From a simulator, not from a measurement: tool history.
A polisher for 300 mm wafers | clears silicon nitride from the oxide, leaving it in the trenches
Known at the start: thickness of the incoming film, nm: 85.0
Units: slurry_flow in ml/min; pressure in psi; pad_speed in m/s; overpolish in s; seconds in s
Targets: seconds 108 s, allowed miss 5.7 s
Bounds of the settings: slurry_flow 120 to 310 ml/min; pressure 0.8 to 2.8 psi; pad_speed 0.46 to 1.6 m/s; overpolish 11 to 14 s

| run | hour | slurry_flow | pressure | pad_speed | overpolish | seconds |
|---|---|---|---|---|---|---|
| 1 | 0 | 200 | 1.8 | 1.02 | 14 | 154.39 |
| 2 | 1.5 | 200 | 1.9 | 1.02 | 14 | 148.96 |
| 3 | 5.5 | 200 | 1.9 | 1.02 | 14 | 146.47 |
| 4 | 14.4 | 200 | 2.2 | 1.02 | 14 | 128.88 |
| 5 | 21.4 | 200 | 2.3 | 1.02 | 14 | 120.85 |
| 6 | 27.8 | 200 | 2.3 | 0.9 | 14 | 135.96 |
| 7 | 30.1 | 200 | 2.4 | 0.9 | 14 | 132.12 |
| 8 | 35.9 | 200 | 2.5 | 0.9 | 14 | 126.33 |
| 9 | 40.7 | 200 | 2.6 | 0.9 | 14 | 121.07 |
| 10 | 47.3 | 200 | 2.7 | 0.92 | 14 | 114.44 |

5 next moves are on the table. One of them brings every result within its allowed miss. Which?
| A | 53.9 | 220 | 2.6 | 0.88 | 14 | ? |
| B | 53.9 | 170 | 2.6 | 0.88 | 11 | ? |
| C | 53.9 | 205 | 2.5 | 0.92 | 11 | ? |
| D | 53.9 | 200 | 2.7 | 0.88 | 14 | ? |
| E | 53.9 | 230 | 2.7 | 0.96 | 14 | ? |

| move | seconds |
|---|---|
| A | 125.37 |
| B | 128.7 |
| C | 125.66 |
| D | 121.95 |
| E | 110.61 |
A: further off than the last run
B: further off than the last run
C: further off than the last run
D: further off than the last run
E: meets every target
Move E is the one to make.

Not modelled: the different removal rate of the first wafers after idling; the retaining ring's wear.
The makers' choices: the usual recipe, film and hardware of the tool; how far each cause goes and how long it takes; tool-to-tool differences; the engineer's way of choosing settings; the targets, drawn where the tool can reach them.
